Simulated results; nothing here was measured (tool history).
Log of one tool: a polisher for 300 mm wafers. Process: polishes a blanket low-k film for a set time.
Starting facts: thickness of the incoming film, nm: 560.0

| run | hour | flow of slurry (ml/min) | pressure of the wafer on the pad (psi) | speed of the pad under the wafer (cm/s) | abrasive content of the slurry | polishing time (s) | film removed (nm) |
|---|---|---|---|---|---|---|---|
| 1 | 0.0 | 255 | 1.6 | 82 | 1.0 | 115 | 37.023 |
| 2 | 3.2 | 290 | 1.6 | 82 | 1.0 | 115 | 37.589 |
| 3 | 4.5 | 290 | 1.6 | 82 | 1.1 | 115 | 39.060 |
| 4 | 6.8 | 295 | 1.8 | 82 | 1.1 | 115 | 43.531 |
| 5 | 9.5 | 295 | 1.5 | 82 | 1.1 | 115 | 37.111 |
| 6 | 11.1 | 250 | 1.5 | 82 | 1.1 | 115 | 36.440 |
| 7 | 15.4 | 250 | 1.7 | 82 | 1.1 | 115 | 41.438 |
| 8 | 23.9 | 250 | 1.8 | 82 | 1.1 | 115 | 43.633 |
| 9 | 26.9 | 250 | 1.9 | 82 | 1.1 | 115 | 45.343 |
| 10 | 35.0 | 250 | 2.0 | 82 | 1.1 | 115 | 47.426 |
| 11 | 40.8 | 250 | 2.1 | 82 | 1.1 | 115 | 49.604 |
| 12 | 46.8 | 250 | 2.2 | 82 | 1.1 | 115 | 52.499 |

Predict the results of run 13:
| 13 | 50.3 | 250 | 2.3 | 82 | 1.1 | 115 | ? |

Logged for run 13: film removed (nm) 54.168.
